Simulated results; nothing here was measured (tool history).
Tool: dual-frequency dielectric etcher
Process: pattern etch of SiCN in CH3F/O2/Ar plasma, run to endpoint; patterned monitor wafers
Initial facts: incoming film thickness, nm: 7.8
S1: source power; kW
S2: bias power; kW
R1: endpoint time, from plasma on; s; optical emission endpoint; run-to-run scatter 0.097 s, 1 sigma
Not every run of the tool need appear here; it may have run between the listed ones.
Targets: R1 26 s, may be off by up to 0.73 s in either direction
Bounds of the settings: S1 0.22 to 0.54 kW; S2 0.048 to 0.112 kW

run	hour	S1	S2	R1
1	0	0.38	0.08	18.874
2	5.4	0.38	0.091	18.05
3	13.5	0.41	0.091	17.491
4	17.7	0.46	0.091	16.667
5	20.4	0.52	0.091	15.981
6	26.7	0.43	0.078	18.328
7	27.5	0.37	0.069	20.511
8	29.9	0.33	0.063	22.118
9	34	0.3	0.06	23.489
10	35.7	0.28	0.059	24.271
11	40.4	0.27	0.058	24.967
12	44.1	0.26	0.058	25.347

Exactly one of the 4 candidate moves below puts every result within its allowed miss. Which one?
A	47.8	0.22	0.054	?
B	47.8	0.24	0.059	?
C	47.8	0.23	0.05	?
D	47.8	0.27	0.059	?

move	R1
A	27.748
B	25.816
C	28.068
D	24.574
A: the result that was furthest off in the last run now lies on the other side of its target
B: meets every target
C: the result that was furthest off in the last run now lies on the other side of its target
D: the biggest miss grows against the last run
The move that meets every target is B.

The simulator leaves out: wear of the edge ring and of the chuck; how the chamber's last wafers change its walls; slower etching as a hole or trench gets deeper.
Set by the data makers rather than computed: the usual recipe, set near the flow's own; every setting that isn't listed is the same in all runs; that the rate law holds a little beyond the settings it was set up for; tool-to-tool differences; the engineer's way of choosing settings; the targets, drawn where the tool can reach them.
